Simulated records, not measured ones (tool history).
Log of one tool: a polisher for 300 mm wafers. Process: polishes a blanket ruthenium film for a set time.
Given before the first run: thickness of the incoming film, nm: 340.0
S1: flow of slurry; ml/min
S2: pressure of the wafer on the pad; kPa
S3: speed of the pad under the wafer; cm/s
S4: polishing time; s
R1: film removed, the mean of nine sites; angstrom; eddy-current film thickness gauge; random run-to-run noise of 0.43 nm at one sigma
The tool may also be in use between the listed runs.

run 1 hour=0 | S1=230 S2=11 S3=100 S4=108 | R1=876.15
run 2 hour=8 | S1=225 S2=11 S3=100 S4=108 | R1=866.87
run 3 hour=17 | S1=220 S2=11 S3=100 S4=108 | R1=863.94
run 4 hour=17.6 | S1=215 S2=11 S3=100 S4=108 | R1=856.34
run 5 hour=25.1 | S1=215 S2=13.8 S3=100 S4=108 | R1=1067
run 6 hour=33.8 | S1=245 S2=13.8 S3=100 S4=108 | R1=1092.7
run 7 hour=36.4 | S1=240 S2=13.1 S3=100 S4=108 | R1=1024.1
run 8 hour=45.2 | S1=240 S2=13.1 S3=100 S4=108 | R1=1038.8
run 9 hour=48.4 | S1=230 S2=12.4 S3=100 S4=108 | R1=980.45
run 10 hour=57.2 | S1=225 S2=11.7 S3=100 S4=108 | R1=916.18
run 11 hour=65 | S1=190 S2=8.3 S3=100 S4=108 | R1=641.84
run 12 hour=66.4 | S1=195 S2=8.3 S3=100 S4=108 | R1=648.48
run 13 hour=67.4 | S1=200 S2=8.3 S3=100 S4=108 | R1=651.4
run 14 hour=75 | S1=205 S2=8.3 S3=100 S4=108 | R1=656.79

What does the tool deliver on the next run?
run 15 hour=83 | S1=210 S2=8.3 S3=100 S4=108 | R1=?

{"run 15": {"R1": 651.43}}
